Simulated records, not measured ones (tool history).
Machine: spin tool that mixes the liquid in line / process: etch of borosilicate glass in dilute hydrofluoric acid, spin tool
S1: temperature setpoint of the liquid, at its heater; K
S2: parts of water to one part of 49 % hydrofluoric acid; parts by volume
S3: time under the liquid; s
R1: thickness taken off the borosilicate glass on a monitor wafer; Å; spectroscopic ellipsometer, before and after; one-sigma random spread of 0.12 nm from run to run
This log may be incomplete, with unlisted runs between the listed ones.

{"run": 1, "day": 0.0, "S1": 298.15, "S2": 170, "S3": 45, "R1": 81.929}
{"run": 2, "day": 0.046, "S1": 298.15, "S2": 120, "S3": 45, "R1": 122.66}
{"run": 3, "day": 0.225, "S1": 299.65, "S2": 120, "S3": 45, "R1": 130.16}
{"run": 4, "day": 0.525, "S1": 299.65, "S2": 120, "S3": 50, "R1": 144.95}
{"run": 5, "day": 0.871, "S1": 300.65, "S2": 120, "S3": 50, "R1": 150.09}
{"run": 6, "day": 0.896, "S1": 300.65, "S2": 120, "S3": 45, "R1": 136.56}

The next listed run, before its measurement:
{"run": 7, "day": 1.142, "S1": 301.65, "S2": 120, "S3": 45, "R1": "?"}

{"run 7": {"R1": 139.71}}
